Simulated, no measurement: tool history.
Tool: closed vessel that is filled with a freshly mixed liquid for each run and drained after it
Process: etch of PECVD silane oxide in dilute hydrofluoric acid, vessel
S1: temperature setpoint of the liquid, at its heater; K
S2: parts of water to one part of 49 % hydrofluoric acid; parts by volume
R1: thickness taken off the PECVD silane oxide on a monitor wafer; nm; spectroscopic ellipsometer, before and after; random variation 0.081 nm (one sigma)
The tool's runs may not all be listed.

Run 1, day 0.000: S1 298.15 K, S2 60 parts by volume, time in the liquid (s) 30. Result: R1 9.6912 nm.
Run 2, day 0.108: S1 300.15 K, S2 60 parts by volume, time in the liquid (s) 30. Result: R1 10.5540 nm.
Run 3, day 0.254: S1 300.15 K, S2 45 parts by volume, time in the liquid (s) 30. Result: R1 14.1800 nm.
Run 4, day 0.579: S1 297.15 K, S2 45 parts by volume, time in the liquid (s) 30. Result: R1 12.6570 nm.
Run 5, day 0.925: S1 297.15 K, S2 45 parts by volume, time in the liquid (s) 30. Result: R1 12.6720 nm.
Run 6, day 0.946: S1 295.15 K, S2 45 parts by volume, time in the liquid (s) 30. Result: R1 11.6290 nm.

Forecast run 7:
Run 7, day 1.246: S1 297.65 K, S2 45 parts by volume, time in the liquid (s) 30. Result: R1 ?.

{"run 7": {"R1": 12.867}}
